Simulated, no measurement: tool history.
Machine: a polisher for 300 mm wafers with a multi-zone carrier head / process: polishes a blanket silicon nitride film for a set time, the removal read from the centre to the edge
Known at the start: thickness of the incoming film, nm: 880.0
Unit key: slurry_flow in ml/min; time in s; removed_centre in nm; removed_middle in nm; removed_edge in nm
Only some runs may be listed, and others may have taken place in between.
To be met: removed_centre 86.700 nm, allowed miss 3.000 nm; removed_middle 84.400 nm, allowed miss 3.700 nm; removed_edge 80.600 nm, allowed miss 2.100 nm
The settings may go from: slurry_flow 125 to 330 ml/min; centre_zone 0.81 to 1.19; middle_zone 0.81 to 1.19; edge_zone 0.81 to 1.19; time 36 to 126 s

run,day,slurry_flow,centre_zone,middle_zone,edge_zone,time,removed_centre,removed_middle,removed_edge
1,0.000,210,1.00,1.00,1.00,81,116.900,113.080,112.300
2,0.171,250,1.00,1.00,1.00,81,121.160,117.340,116.170
3,0.392,250,1.00,1.00,1.00,72,107.570,104.860,101.480
4,0.538,245,0.99,0.99,0.98,71,102.980,101.030,100.430
5,0.804,240,0.99,0.99,0.97,70,102.740,99.758,99.522
6,1.150,240,0.96,0.99,0.97,70,98.908,100.330,98.401
# day 1.296: worn pad replaced by a new one
7,1.296,235,0.96,0.99,0.96,69,108.930,108.790,104.630
8,1.546,235,0.98,1.00,0.97,69,110.610,107.670,107.190
9,1.642,245,0.98,0.99,0.97,69,111.260,106.450,107.260
10,1.992,235,0.99,1.00,0.98,68,108.370,107.670,105.970
11,2.038,245,0.98,0.99,0.96,67,108.940,106.980,104.200
12,2.404,255,0.99,0.99,0.97,64,104.940,102.880,99.860
13,2.479,260,0.99,0.99,0.98,62,100.720,99.993,97.310
14,2.779,265,1.00,0.99,0.99,60,97.740,97.579,95.078
15,3.042,270,1.01,0.99,1.00,58,96.987,92.784,91.645
16,3.375,275,1.01,1.00,1.01,57,95.737,92.089,91.223
17,3.442,275,1.01,1.01,1.02,56,94.711,90.065,91.028
18,3.667,280,1.01,1.00,1.01,55,93.363,90.291,87.607
19,3.796,285,1.01,1.00,1.01,54,90.377,88.320,86.878
20,4.054,290,1.01,1.00,1.01,53,88.283,85.806,85.947

Which single option among these 4 for the next run brings every result within its allowed miss of target? Just one does.
A,4.312,245,0.92,0.97,1.06,56,?,?,?
B,4.312,320,0.88,0.97,1.07,56,?,?,?
C,4.312,320,0.97,0.97,1.15,52,?,?,?
D,4.312,315,1.06,1.05,1.03,49,?,?,?

move,removed_centre,removed_middle,removed_edge
A,85.078,85.930,91.234
B,84.844,88.352,93.600
C,84.770,82.003,90.038
D,85.432,82.491,80.252
A: its largest miss is bigger than the last run's
B: its largest miss is bigger than the last run's
C: its largest miss is bigger than the last run's
D: every result within its allowed miss
So the answer is move D, the one that meets all the targets.
